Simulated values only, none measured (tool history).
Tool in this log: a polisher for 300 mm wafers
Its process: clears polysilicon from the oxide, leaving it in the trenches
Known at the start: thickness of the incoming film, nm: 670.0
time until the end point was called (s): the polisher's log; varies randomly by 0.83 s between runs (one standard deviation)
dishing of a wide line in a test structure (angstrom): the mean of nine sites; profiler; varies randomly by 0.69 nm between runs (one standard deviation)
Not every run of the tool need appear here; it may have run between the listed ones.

run  hour  flow of slurry (ml/min)  pressure of the wafer on the pad (kPa)  speed of the pad under the wafer (cm/s)  overpolish time after the end point (s)  time until the end point was called (s)  dishing of a wide line in a test structure (angstrom)
  1     0                      225                                    13.8                                      104                                       18                                   72.387                                                 467.31
  2   1.1                      225                                    14.5                                      104                                       15                                   68.818                                                 463.92
  3   5.2                      225                                    15.2                                      108                                       13                                   64.005                                                 463.99
  4   8.3                      230                                    15.2                                      112                                       11                                   59.043                                                 450.15
  5  11.3                      260                                    14.5                                      118                                       10                                   59.276                                                 436.24
  6  13.2                      280                                    14.5                                      122                                        9                                   56.837                                                 440.73
  7  16.3                      295                                    13.8                                      130                                        8                                   54.996                                                 420.31
  8  24.9                      305                                    13.8                                      134                                        7                                   54.473                                                 402.98
  9  30.6                      310                                    13.8                                      136                                        7                                   53.079                                                 407.35

Estimate the outcome of run 10 from the log above:
 10  33.1                      265                                    15.2                                      134                                        5                                        ?                                                      ?

time until the end point was called (s): 51.167
dishing of a wide line in a test structure (angstrom): 348.75

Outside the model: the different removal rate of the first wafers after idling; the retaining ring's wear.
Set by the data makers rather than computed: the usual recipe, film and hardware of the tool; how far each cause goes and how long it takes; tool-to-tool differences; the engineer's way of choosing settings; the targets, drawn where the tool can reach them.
